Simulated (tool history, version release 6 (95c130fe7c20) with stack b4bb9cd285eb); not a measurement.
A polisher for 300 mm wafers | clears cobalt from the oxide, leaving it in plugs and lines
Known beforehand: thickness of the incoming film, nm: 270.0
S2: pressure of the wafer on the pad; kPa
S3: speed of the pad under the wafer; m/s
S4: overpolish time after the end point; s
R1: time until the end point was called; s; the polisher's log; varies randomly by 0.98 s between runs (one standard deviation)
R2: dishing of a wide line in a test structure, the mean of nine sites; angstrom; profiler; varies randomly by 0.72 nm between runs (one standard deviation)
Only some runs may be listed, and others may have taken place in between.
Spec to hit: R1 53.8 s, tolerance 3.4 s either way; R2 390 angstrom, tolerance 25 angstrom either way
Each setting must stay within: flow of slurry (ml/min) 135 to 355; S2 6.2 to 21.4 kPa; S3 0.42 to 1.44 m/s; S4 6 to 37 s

run 1 hour=0 | flow_of_slurry_(ml/min)=225 S2=13.8 S3=0.92 S4=19 | R1=79.974 R2=332.04
run 2 hour=6.8 | flow_of_slurry_(ml/min)=195 S2=13.8 S3=0.92 S4=19 | R1=81.394 R2=329.87
run 3 hour=12 | flow_of_slurry_(ml/min)=195 S2=13.8 S3=1.08 S4=19 | R1=72.712 R2=340.01
run 4 hour=19.1 | flow_of_slurry_(ml/min)=195 S2=13.8 S3=1.08 S4=24 | R1=74.903 R2=381.12
run 5 hour=21.8 | flow_of_slurry_(ml/min)=150 S2=13.8 S3=1.08 S4=24 | R1=78.077 R2=361
run 6 hour=28.4 | flow_of_slurry_(ml/min)=135 S2=13.8 S3=1.08 S4=24 | R1=76.31 R2=363
-- hour=34.7 worn pad replaced by a new one
run 7 hour=34.7 | flow_of_slurry_(ml/min)=135 S2=14.5 S3=1.08 S4=23 | R1=64.666 R2=386.93
run 8 hour=37.2 | flow_of_slurry_(ml/min)=135 S2=14.5 S3=1.08 S4=22 | R1=67.02 R2=378.7
run 9 hour=39.6 | flow_of_slurry_(ml/min)=135 S2=14.5 S3=1.08 S4=21 | R1=63.233 R2=376.91
run 10 hour=48.5 | flow_of_slurry_(ml/min)=135 S2=16.5 S3=1.1 S4=19 | R1=58.377 R2=372.65

Consider the 5 candidate settings below. Which is the only one whose results all fall within their allowed miss of target?
run A hour=57.4 | flow_of_slurry_(ml/min)=155 S2=15.2 S3=0.98 S4=37 | R1=? R2=?
run B hour=57.4 | flow_of_slurry_(ml/min)=140 S2=17.2 S3=1.16 S4=13 | R1=? R2=?
run C hour=57.4 | flow_of_slurry_(ml/min)=205 S2=19.3 S3=1.14 S4=16 | R1=? R2=?
run D hour=57.4 | flow_of_slurry_(ml/min)=140 S2=18.6 S3=1.34 S4=15 | R1=? R2=?
run E hour=57.4 | flow_of_slurry_(ml/min)=135 S2=17.9 S3=1.08 S4=19 | R1=? R2=?

move=A R1=65.387 R2=445.81
move=B R1=53.124 R2=340.93
move=C R1=46.39 R2=393.1
move=D R1=44.886 R2=388.53
move=E R1=54.245 R2=395.5
A: lands further from the targets than the last run did
B: gets the furthest-off result to its target, but another result is out of tolerance
C: pushes the last run's worst result past its target
D: pushes the last run's worst result past its target
E: hits every target within its allowed miss
Go with E: it meets all targets.
